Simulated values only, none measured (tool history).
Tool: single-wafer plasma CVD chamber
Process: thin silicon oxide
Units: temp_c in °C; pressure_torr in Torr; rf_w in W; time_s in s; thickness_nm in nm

| run | hour | temp_c | pressure_torr | rf_w | time_s | thickness_nm |
|---|---|---|---|---|---|---|
| 1 | 0 | 380 | 0.939 | 345 | 12.39 | 27.218 |
| 2 | 5.5 | 380 | 0.876 | 345 | 12.39 | 25.937 |
| 3 | 7.7 | 380 | 0.876 | 345 | 12.77 | 26.947 |
| 4 | 16.7 | 380 | 0.816 | 345 | 12.77 | 25.7 |
| 5 | 24.6 | 380 | 0.816 | 375 | 12.77 | 26.458 |
| 6 | 25.7 | 380 | 0.758 | 375 | 12.77 | 25.439 |
| 7 | 31.5 | 380 | 0.71 | 375 | 12.77 | 24.616 |
| 8 | 35.5 | 380 | 0.674 | 370 | 12.76 | 23.551 |

The next listed run, before its measurement:
| 9 | 39.1 | 380 | 0.651 | 370 | 12.76 | ? |

{"run 9": {"thickness_nm": 23.1}}
